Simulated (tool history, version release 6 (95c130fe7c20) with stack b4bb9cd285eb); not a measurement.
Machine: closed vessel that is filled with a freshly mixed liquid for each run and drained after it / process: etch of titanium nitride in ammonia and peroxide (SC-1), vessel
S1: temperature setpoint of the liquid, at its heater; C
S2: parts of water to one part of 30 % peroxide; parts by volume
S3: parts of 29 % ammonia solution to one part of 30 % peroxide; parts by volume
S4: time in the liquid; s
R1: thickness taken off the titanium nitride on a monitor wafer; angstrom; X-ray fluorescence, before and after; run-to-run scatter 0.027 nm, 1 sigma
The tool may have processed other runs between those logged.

{"run": 1, "day": 0.0, "S1": 48.0, "S2": 27.5, "S3": 0.85, "S4": 495, "R1": 159.59}
{"run": 2, "day": 0.196, "S1": 47.0, "S2": 28.5, "S3": 0.85, "S4": 495, "R1": 145.88}
{"run": 3, "day": 0.271, "S1": 46.0, "S2": 29.0, "S3": 0.85, "S4": 495, "R1": 135.18}
{"run": 4, "day": 0.6, "S1": 49.0, "S2": 29.0, "S3": 0.85, "S4": 495, "R1": 165.54}
{"run": 5, "day": 0.967, "S1": 49.0, "S2": 29.0, "S3": 1.1, "S4": 495, "R1": 174.43}
{"run": 6, "day": 1.242, "S1": 48.0, "S2": 30.0, "S3": 1.1, "S4": 495, "R1": 158.85}
{"run": 7, "day": 1.304, "S1": 40.0, "S2": 38.5, "S3": 1.1, "S4": 495, "R1": 77.777}
{"run": 8, "day": 1.608, "S1": 39.0, "S2": 39.0, "S3": 1.1, "S4": 495, "R1": 71.349}

What does the tool deliver on the next run?
{"run": 9, "day": 1.992, "S1": 38.5, "S2": 39.0, "S3": 1.1, "S4": 495, "R1": "?"}

R1: 69.088 angstrom
